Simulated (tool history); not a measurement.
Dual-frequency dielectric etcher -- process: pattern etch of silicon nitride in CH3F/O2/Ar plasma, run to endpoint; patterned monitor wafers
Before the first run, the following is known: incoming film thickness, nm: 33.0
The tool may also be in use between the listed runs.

run  hour  source power (kW)  bias power (kW)  endpoint time (s)
  1   0.0              0.510            0.081             39.018
  2   4.8              0.440            0.081             40.811
  3  12.4              0.360            0.081             44.007
  4  13.3              0.360            0.069             48.784
  5  22.0              0.440            0.073             43.056
  6  30.5              0.500            0.075             40.806

Run 7, settings as shown, results not yet in. Your forecast:
  7  33.8              0.550            0.077                  ?

{"run 7": {"endpoint time (s)": 38.806}}

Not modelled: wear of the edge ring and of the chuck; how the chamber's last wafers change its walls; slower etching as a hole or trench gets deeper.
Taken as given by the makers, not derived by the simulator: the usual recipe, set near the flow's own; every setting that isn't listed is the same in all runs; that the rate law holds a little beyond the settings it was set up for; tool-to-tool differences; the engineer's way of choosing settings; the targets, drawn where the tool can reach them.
